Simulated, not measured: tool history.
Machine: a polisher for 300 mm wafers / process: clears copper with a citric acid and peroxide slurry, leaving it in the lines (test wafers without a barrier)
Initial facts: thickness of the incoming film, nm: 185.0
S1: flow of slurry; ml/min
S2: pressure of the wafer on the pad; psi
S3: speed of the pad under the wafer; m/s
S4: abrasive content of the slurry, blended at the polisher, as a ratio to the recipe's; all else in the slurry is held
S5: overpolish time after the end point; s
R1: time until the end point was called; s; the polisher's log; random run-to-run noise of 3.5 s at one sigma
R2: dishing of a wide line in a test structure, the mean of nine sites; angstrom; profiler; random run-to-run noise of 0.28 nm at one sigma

run  hour   S1   S2    S3  S4  S5      R1      R2
  1     0  205  2.9  0.94   1  29  87.971  411.91
  2   3.4  205  2.8   0.9   1  27   93.86  359.63
  3  11.2  230  2.8   0.9   1  27  94.193  359.86
  4  12.2  230  2.7  0.86   1  26  96.107  328.45
  5    15  230  2.6  0.82   1  25  110.51  295.32
  6  22.3  230  2.6  0.82   1  35  105.76  388.48
  7  28.3  230  2.6  0.82   1  35  111.17  381.63
  8  30.9  230  2.5   0.8   1  33  119.27   355.4

Predict the results of run 9:
  9  33.7  235  2.4  0.78   1  31   ?   ?

Run 9 gave R1 117.43 s, R2 325.01 angstrom.

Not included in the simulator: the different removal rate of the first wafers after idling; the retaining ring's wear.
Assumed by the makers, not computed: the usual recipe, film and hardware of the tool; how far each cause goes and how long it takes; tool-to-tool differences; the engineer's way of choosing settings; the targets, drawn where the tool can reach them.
